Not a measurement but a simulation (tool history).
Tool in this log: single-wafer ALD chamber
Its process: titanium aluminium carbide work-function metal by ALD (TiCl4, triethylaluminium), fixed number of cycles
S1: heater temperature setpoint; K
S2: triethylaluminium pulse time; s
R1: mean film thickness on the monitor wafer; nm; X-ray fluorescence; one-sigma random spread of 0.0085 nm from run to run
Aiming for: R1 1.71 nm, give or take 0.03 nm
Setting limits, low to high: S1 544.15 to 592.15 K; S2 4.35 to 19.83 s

run 1 day=0 | S1=568.15 S2=12.09 | R1=2.0523
run 2 day=0.304 | S1=568.15 S2=9.26 | R1=1.9974
run 3 day=0.554 | S1=568.15 S2=5.99 | R1=1.5856
run 4 day=0.838 | S1=571.15 S2=6.1 | R1=1.6239
run 5 day=0.892 | S1=571.15 S2=4.35 | R1=1.0209
run 6 day=1.171 | S1=571.15 S2=4.35 | R1=1.0121
run 7 day=1.258 | S1=583.15 S2=8.22 | R1=2.0301
run 8 day=1.308 | S1=579.15 S2=8.2 | R1=2.0068
run 9 day=1.492 | S1=576.15 S2=8.19 | R1=1.9782
run 10 day=1.538 | S1=574.15 S2=8.18 | R1=1.9659
run 11 day=1.817 | S1=571.15 S2=8.17 | R1=1.9438
run 12 day=2.171 | S1=567.15 S2=8.13 | R1=1.8891
run 13 day=2.442 | S1=567.15 S2=7.85 | R1=1.8648
run 14 day=2.729 | S1=567.15 S2=7.85 | R1=1.888
run 15 day=3.079 | S1=570.15 S2=7.65 | R1=1.864
run 16 day=3.221 | S1=567.15 S2=7.52 | R1=1.8194
run 17 day=3.338 | S1=556.15 S2=6.49 | R1=1.5889
run 18 day=3.388 | S1=556.15 S2=6.69 | R1=1.6197
run 19 day=3.421 | S1=556.15 S2=6.84 | R1=1.6602
run 20 day=3.483 | S1=556.15 S2=6.92 | R1=1.6628
run 21 day=3.575 | S1=556.15 S2=7 | R1=1.6695

5 candidate next runs follow, results not yet known. Just one meets every target within its allowed miss. Identify it.
run A day=3.667 | S1=559.15 S2=6.62 | R1=?
run B day=3.667 | S1=556.15 S2=7.74 | R1=?
run C day=3.667 | S1=560.15 S2=7.04 | R1=?
run D day=3.667 | S1=546.15 S2=9.32 | R1=?
run E day=3.667 | S1=550.15 S2=6.88 | R1=?

move=A R1=1.644
move=B R1=1.7689
move=C R1=1.7173
move=D R1=1.7948
move=E R1=1.6155
A: moves away from the targets compared with the last run
B: carries the result that was furthest off beyond its target, to the other side
C: in spec on every target
D: carries the result that was furthest off beyond its target, to the other side
E: moves away from the targets compared with the last run
C meets every target.
